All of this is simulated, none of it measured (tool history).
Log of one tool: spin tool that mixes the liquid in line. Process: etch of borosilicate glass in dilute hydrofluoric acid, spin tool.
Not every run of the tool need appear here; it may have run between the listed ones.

run  hour  temperature setpoint of the liquid (°C)  parts of water to one part of 49 % hydrofluoric acid (parts by volume)  time under the liquid (s)  thickness taken off the borosilicate glass on a monitor wafer (Å)
  1   0.0                                     24.0                                                                      40                        120                                                             862.36
  2   5.7                                     24.0                                                                      40                        120                                                             851.96
  3   6.9                                     24.0                                                                      40                        130                                                             926.16
  4  12.1                                     24.0                                                                      50                        130                                                             723.20
  5  18.9                                     24.0                                                                      50                        120                                                             673.97
  6  23.0                                     23.0                                                                      50                        120                                                             650.40
  7  25.0                                     21.5                                                                      50                        120                                                             611.63
  8  33.8                                     21.0                                                                      50                        120                                                             601.50

What does the tool deliver on the next run?
  9  42.7                                     20.5                                                                      50                        120                                                                  ?

thickness taken off the borosilicate glass on a monitor wafer (Å): 580.49
